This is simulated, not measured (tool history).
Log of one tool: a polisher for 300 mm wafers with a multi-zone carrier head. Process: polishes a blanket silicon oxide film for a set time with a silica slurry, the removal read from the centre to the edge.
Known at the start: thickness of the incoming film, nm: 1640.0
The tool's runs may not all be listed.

run,day,flow of slurry (ml/min),pressure of the head's centre zone,pressure of the head's middle zone,pressure of the head's edge zone,abrasive content of the slurry,polishing time (s),film removed at the wafer's centre (nm),film removed at mid-radius (nm),film removed at the wafer's edge (nm)
1,0,180,1,1,1,1,83,280.19,281.82,284.44
2,0.279,175,1.02,0.99,0.97,1,83,281.73,281.44,278.35
3,0.55,175,0.99,0.99,0.97,1,83,271.13,277.31,273.77
4,0.767,200,0.99,0.99,0.97,1,83,283.28,288.19,289.98
5,0.904,200,0.99,0.99,1.01,1,83,281.36,287.06,290.55
6,1.246,200,0.99,0.99,1.01,1,97,325.36,335.98,337.48
7,1.529,175,1,0.96,0.95,0.95,97,310.89,309.51,316.03

Run 8 comes next. What will it give?
8,1.767,155,1.02,0.96,0.91,0.9,97,?,?,?

film removed at the wafer's centre (nm): 296.62
film removed at mid-radius (nm): 292.67
film removed at the wafer's edge (nm): 297.23
